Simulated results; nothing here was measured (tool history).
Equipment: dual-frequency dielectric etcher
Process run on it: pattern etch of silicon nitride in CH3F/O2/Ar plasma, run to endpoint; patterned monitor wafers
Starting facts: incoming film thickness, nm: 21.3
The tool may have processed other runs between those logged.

Run 1, hour 0: source power (kW) 0.28, bias power (kW) 0.099. Result: endpoint time (s) 31.016.
Run 2, hour 6.4: source power (kW) 0.26, bias power (kW) 0.098. Result: endpoint time (s) 31.995.
Run 3, hour 14: source power (kW) 0.26, bias power (kW) 0.116. Result: endpoint time (s) 30.417.
Run 4, hour 14.9: source power (kW) 0.26, bias power (kW) 0.124. Result: endpoint time (s) 29.684.
Run 5, hour 22.1: source power (kW) 0.23, bias power (kW) 0.119. Result: endpoint time (s) 31.746.
Run 6, hour 27.6: source power (kW) 0.23, bias power (kW) 0.132. Result: endpoint time (s) 30.463.
Run 7, hour 33.7: source power (kW) 0.17, bias power (kW) 0.112. Result: endpoint time (s) 36.157.

Forecast run 8:
Run 8, hour 42.6: source power (kW) 0.2, bias power (kW) 0.113. Result: endpoint time (s) ?.

{"run 8": {"endpoint time (s)": 33.803}}
